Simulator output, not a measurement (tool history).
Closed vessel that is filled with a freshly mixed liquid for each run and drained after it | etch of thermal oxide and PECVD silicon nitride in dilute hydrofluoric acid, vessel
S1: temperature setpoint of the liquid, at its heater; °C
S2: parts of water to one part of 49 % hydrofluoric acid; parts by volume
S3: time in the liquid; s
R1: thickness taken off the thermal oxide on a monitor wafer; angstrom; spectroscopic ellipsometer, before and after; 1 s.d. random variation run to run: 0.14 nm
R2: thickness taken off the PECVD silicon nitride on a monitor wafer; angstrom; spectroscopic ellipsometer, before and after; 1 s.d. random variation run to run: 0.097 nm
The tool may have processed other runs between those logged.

{"run": 1, "day": 0.0, "S1": 26.0, "S2": 225, "S3": 1130, "R1": 233.22, "R2": 123.2}
{"run": 2, "day": 0.267, "S1": 27.0, "S2": 250, "S3": 1170, "R1": 214.25, "R2": 120.03}
{"run": 3, "day": 0.433, "S1": 27.5, "S2": 265, "S3": 1195, "R1": 211.27, "R2": 120.57}
{"run": 4, "day": 0.529, "S1": 28.0, "S2": 280, "S3": 1220, "R1": 203.1, "R2": 119.43}
{"run": 5, "day": 0.683, "S1": 30.5, "S2": 280, "S3": 1220, "R1": 218.49, "R2": 138.3}
{"run": 6, "day": 0.983, "S1": 30.0, "S2": 290, "S3": 1230, "R1": 206.99, "R2": 130.65}

Estimate the outcome of run 7 from the log above:
{"run": 7, "day": 1.212, "S1": 30.0, "S2": 295, "S3": 1240, "R1": "?", "R2": "?"}

R1: 204.43 angstrom
R2: 128.07 angstrom

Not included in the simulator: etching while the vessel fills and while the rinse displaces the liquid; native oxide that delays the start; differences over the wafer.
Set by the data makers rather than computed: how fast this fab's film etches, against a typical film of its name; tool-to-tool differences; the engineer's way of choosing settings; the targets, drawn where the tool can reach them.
